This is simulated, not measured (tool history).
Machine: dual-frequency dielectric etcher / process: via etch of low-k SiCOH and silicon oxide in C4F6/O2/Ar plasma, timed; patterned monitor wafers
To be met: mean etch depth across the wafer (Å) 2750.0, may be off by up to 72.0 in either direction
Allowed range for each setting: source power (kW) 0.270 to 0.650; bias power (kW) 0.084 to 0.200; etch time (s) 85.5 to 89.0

| run | hour | source power (kW) | bias power (kW) | etch time (s) | mean etch depth across the wafer (Å) |
|---|---|---|---|---|---|
| 1 | 0.0 | 0.460 | 0.142 | 85.5 | 2317.4 |
| 2 | 7.8 | 0.490 | 0.145 | 85.5 | 2420.5 |
| 3 | 15.2 | 0.490 | 0.145 | 89.0 | 2527.0 |
| 4 | 23.1 | 0.510 | 0.146 | 89.0 | 2569.8 |
| 5 | 29.4 | 0.510 | 0.146 | 85.5 | 2451.5 |
| 6 | 30.1 | 0.530 | 0.148 | 85.5 | 2513.6 |
| 7 | 32.0 | 0.550 | 0.149 | 85.5 | 2551.6 |
| 8 | 38.0 | 0.560 | 0.150 | 85.5 | 2594.8 |
| 9 | 39.0 | 0.570 | 0.151 | 85.5 | 2611.0 |
| 10 | 45.7 | 0.580 | 0.152 | 85.5 | 2662.9 |
| 11 | 46.9 | 0.590 | 0.152 | 85.5 | 2654.1 |

Which of these 4 next moves meets every target?
| A | 48.1 | 0.590 | 0.147 | 85.5 | ? |
| B | 48.1 | 0.580 | 0.136 | 87.5 | ? |
| C | 48.1 | 0.480 | 0.164 | 88.0 | ? |
| D | 48.1 | 0.590 | 0.165 | 86.0 | ? |

| move | mean etch depth across the wafer (Å) |
|---|---|
| A | 2630.2 |
| B | 2593.4 |
| C | 2590.3 |
| D | 2766.1 |
A: misses by more than the last run did
B: misses by more than the last run did
C: misses by more than the last run did
D: every result within its allowed miss
D is the move that brings every result within its allowed miss.
